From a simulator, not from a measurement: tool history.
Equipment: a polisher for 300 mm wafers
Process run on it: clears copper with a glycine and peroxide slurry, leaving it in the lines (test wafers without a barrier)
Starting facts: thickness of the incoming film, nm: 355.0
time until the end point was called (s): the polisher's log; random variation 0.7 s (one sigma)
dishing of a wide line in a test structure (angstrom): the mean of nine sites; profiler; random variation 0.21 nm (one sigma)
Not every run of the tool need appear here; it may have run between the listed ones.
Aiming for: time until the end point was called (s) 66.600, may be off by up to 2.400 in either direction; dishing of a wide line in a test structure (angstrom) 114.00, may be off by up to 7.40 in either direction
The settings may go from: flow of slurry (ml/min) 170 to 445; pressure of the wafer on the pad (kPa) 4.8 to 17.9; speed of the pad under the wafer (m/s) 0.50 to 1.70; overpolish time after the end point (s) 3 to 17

| run | hour | flow of slurry (ml/min) | pressure of the wafer on the pad (kPa) | speed of the pad under the wafer (m/s) | overpolish time after the end point (s) | time until the end point was called (s) | dishing of a wide line in a test structure (angstrom) |
|---|---|---|---|---|---|---|---|
| 1 | 0.0 | 285 | 11.0 | 1.10 | 9 | 83.637 | 252.49 |
| 2 | 4.0 | 285 | 13.8 | 1.10 | 9 | 70.368 | 302.27 |
| 3 | 7.5 | 340 | 13.8 | 1.10 | 9 | 68.659 | 312.57 |
| 4 | 8.5 | 340 | 15.9 | 1.10 | 9 | 61.234 | 335.93 |
| 5 | 15.9 | 290 | 15.9 | 1.04 | 7 | 65.017 | 264.68 |
| 6 | 17.6 | 255 | 15.2 | 1.10 | 6 | 65.932 | 215.27 |
| 7 | 22.4 | 230 | 13.1 | 1.26 | 5 | 67.756 | 176.42 |
| 8 | 29.5 | 230 | 13.1 | 1.26 | 5 | 67.100 | 188.79 |
| 9 | 31.5 | 210 | 11.7 | 1.36 | 4 | 70.244 | 144.79 |
| 10 | 36.8 | 200 | 11.0 | 1.46 | 4 | 71.309 | 136.84 |
| 11 | 45.3 | 200 | 11.0 | 1.46 | 4 | 71.094 | 142.90 |
| 12 | 48.3 | 190 | 11.0 | 1.54 | 4 | 68.988 | 144.10 |
| 13 | 56.2 | 185 | 11.0 | 1.58 | 4 | 67.692 | 145.58 |
| 14 | 58.0 | 170 | 9.7 | 1.70 | 3 | 72.089 | 105.31 |

Consider the 4 candidate settings below. Which is the only one whose results all fall within their allowed miss of target?
| A | 59.8 | 175 | 9.7 | 1.68 | 4 | ? | ? |
| B | 59.8 | 215 | 10.3 | 1.68 | 3 | ? | ? |
| C | 59.8 | 170 | 10.3 | 1.60 | 4 | ? | ? |
| D | 59.8 | 225 | 9.0 | 1.70 | 4 | ? | ? |

| move | time until the end point was called (s) | dishing of a wide line in a test structure (angstrom) |
|---|---|---|
| A | 72.388 | 141.91 |
| B | 65.401 | 119.46 |
| C | 71.759 | 143.41 |
| D | 72.005 | 142.30 |
A: lands further from the targets than the last run did
B: every result lands within tolerance
C: lands further from the targets than the last run did
D: lands further from the targets than the last run did
The right move is B.
